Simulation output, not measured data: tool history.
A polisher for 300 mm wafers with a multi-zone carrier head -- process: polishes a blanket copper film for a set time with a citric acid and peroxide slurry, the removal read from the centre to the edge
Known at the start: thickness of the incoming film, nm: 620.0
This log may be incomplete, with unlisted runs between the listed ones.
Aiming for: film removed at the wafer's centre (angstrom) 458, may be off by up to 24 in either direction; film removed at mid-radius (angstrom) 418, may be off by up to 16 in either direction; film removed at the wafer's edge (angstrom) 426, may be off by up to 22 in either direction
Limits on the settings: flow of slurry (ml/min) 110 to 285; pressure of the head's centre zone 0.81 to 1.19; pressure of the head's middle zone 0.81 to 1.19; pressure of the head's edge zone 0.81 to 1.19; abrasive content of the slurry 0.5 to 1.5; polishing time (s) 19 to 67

| run | hour | flow of slurry (ml/min) | pressure of the head's centre zone | pressure of the head's middle zone | pressure of the head's edge zone | abrasive content of the slurry | polishing time (s) | film removed at the wafer's centre (angstrom) | film removed at mid-radius (angstrom) | film removed at the wafer's edge (angstrom) |
|---|---|---|---|---|---|---|---|---|---|---|
| 1 | 0 | 180 | 1 | 1 | 1 | 1 | 43 | 827.57 | 821.62 | 817.16 |
| 2 | 3 | 175 | 1 | 0.98 | 0.98 | 0.9 | 39 | 723.69 | 693.08 | 746.3 |
| 3 | 11.9 | 145 | 1 | 0.98 | 0.98 | 0.9 | 39 | 699.69 | 687.87 | 704.36 |
| 4 | 13.4 | 140 | 1.02 | 0.99 | 0.96 | 0.85 | 35 | 636.16 | 620.7 | 606.01 |
| 5 | 16.6 | 140 | 1.02 | 0.99 | 1.03 | 0.85 | 35 | 664.23 | 604.05 | 629.48 |
| 6 | 19.9 | 140 | 1.02 | 0.99 | 1.03 | 0.85 | 40 | 747.28 | 691.47 | 727.01 |
| 7 | 25.6 | 135 | 1.02 | 0.99 | 1.01 | 0.8 | 37 | 665.68 | 611.99 | 644.78 |
| 8 | 27.1 | 140 | 0.99 | 0.98 | 0.91 | 0.55 | 27 | 429.3 | 419.52 | 413.11 |

Which one of the following 5 next-run settings gets every result inside its allowed miss? There is exactly one.
| A | 28.6 | 110 | 1.05 | 1.01 | 0.85 | 0.7 | 28 | ? | ? | ? |
| B | 28.6 | 140 | 0.93 | 0.95 | 0.91 | 0.8 | 25 | ? | ? | ? |
| C | 28.6 | 110 | 1.02 | 0.94 | 0.82 | 0.9 | 26 | ? | ? | ? |
| D | 28.6 | 150 | 0.9 | 0.94 | 0.9 | 0.5 | 28 | ? | ? | ? |
| E | 28.6 | 160 | 0.94 | 1.02 | 0.83 | 0.6 | 25 | ? | ? | ? |

| move | film removed at the wafer's centre (angstrom) | film removed at mid-radius (angstrom) | film removed at the wafer's edge (angstrom) |
|---|---|---|---|
| A | 475.36 | 445.43 | 421.72 |
| B | 411.54 | 411.18 | 413.53 |
| C | 454.08 | 412.71 | 410.19 |
| D | 406.28 | 415.25 | 418.05 |
| E | 400.7 | 418.94 | 380.99 |
A: corrects the largest miss of the last run, while another result sits out of spec
B: misses by more than the last run did
C: every result within its allowed miss
D: misses by more than the last run did
E: misses by more than the last run did
So the answer is move C, the one that meets all the targets.
